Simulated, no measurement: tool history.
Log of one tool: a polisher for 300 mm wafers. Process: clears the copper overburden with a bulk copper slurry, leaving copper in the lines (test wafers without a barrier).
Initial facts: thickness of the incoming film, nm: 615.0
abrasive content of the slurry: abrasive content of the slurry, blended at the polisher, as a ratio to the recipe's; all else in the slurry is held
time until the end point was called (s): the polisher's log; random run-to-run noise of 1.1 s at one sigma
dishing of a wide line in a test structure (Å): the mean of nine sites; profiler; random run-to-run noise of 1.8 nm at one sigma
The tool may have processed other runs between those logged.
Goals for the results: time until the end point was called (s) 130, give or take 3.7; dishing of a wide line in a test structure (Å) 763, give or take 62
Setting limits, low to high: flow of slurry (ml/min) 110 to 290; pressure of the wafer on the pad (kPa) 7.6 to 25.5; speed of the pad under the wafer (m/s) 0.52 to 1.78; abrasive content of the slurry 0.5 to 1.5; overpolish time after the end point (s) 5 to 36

run	hour	flow of slurry (ml/min)	pressure of the wafer on the pad (kPa)	speed of the pad under the wafer (m/s)	abrasive content of the slurry	overpolish time after the end point (s)	time until the end point was called (s)	dishing of a wide line in a test structure (Å)
1	0	185	16.5	1.14	1	18	78.037	856.02
2	9	180	14.5	1.14	1	20	88.808	839.93
3	14.3	175	13.1	1.14	1	21	97.132	772.64
4	15.1	175	13.1	1.38	1	21	86.482	835.02
5	16.7	175	13.1	1.26	1	21	90.464	818.63
6	23.9	175	13.1	1.14	1	21	97.452	767.35
7	25.6	150	9	1.12	1	28	147.32	656.77
8	31.5	165	9	1.12	1	28	142.88	667.31
9	37.5	175	9	1.12	1	28	144.26	669.45
10	39.5	180	9	1.12	1	28	140.51	700.63

5 candidate next runs follow, results not yet known. Just one meets every target within its allowed miss. Identify it.
A	41.5	190	9.7	1.28	1	20	?	?
B	41.5	120	9.7	1.16	1.05	31	?	?
C	41.5	240	9	1.22	1.25	19	?	?
D	41.5	155	9.7	1.16	1.25	29	?	?
E	41.5	185	10.3	0.86	0.85	36	?	?

move	time until the end point was called (s)	dishing of a wide line in a test structure (Å)
A	120.04	629.27
B	139.79	759.23
C	124.62	585.31
D	128.45	767.6
E	150.05	806.02
A: pushes the last run's worst result past its target
B: an improvement on the last run, though not all results are within tolerance
C: pushes the last run's worst result past its target
D: all results in spec
E: moves away from the targets compared with the last run
The move that meets every target is D.

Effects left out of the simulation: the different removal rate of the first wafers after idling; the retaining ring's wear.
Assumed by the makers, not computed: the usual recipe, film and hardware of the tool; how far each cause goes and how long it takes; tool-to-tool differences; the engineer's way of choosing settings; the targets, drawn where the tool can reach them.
